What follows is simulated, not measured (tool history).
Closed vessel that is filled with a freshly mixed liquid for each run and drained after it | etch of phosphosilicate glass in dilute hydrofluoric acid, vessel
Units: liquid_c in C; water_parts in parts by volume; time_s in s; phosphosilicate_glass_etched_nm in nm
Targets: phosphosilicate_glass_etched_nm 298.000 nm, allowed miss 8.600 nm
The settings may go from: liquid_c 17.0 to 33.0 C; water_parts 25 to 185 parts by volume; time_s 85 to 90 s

| run | hour | liquid_c | water_parts | time_s | phosphosilicate_glass_etched_nm |
|---|---|---|---|---|---|
| 1 | 0.0 | 25.0 | 105 | 85 | 133.130 |
| 2 | 4.4 | 26.5 | 95 | 85 | 156.500 |
| 3 | 7.3 | 24.5 | 95 | 85 | 145.410 |
| 4 | 10.3 | 24.5 | 95 | 85 | 146.030 |
| 5 | 18.2 | 24.5 | 110 | 85 | 123.690 |
| 6 | 25.6 | 24.5 | 140 | 85 | 92.397 |
| 7 | 34.1 | 26.5 | 120 | 85 | 120.540 |
| 8 | 35.4 | 28.0 | 105 | 85 | 148.440 |
| 9 | 41.5 | 29.0 | 95 | 85 | 173.450 |
| 10 | 48.7 | 33.0 | 55 | 85 | 372.750 |
| 11 | 54.6 | 29.0 | 55 | 85 | 318.930 |
| 12 | 55.5 | 28.5 | 55 | 85 | 311.900 |

4 next moves are on the table. One of them brings every result within its allowed miss. Which?
| A | 56.4 | 27.5 | 55 | 90 | ? |
| B | 56.4 | 28.5 | 55 | 90 | ? |
| C | 56.4 | 27.0 | 50 | 85 | ? |
| D | 56.4 | 30.0 | 60 | 85 | ? |

| move | phosphosilicate_glass_etched_nm |
|---|---|
| A | 316.080 |
| B | 328.730 |
| C | 324.340 |
| D | 299.310 |
A: further off than the last run
B: further off than the last run
C: further off than the last run
D: meets every target
Answer: D

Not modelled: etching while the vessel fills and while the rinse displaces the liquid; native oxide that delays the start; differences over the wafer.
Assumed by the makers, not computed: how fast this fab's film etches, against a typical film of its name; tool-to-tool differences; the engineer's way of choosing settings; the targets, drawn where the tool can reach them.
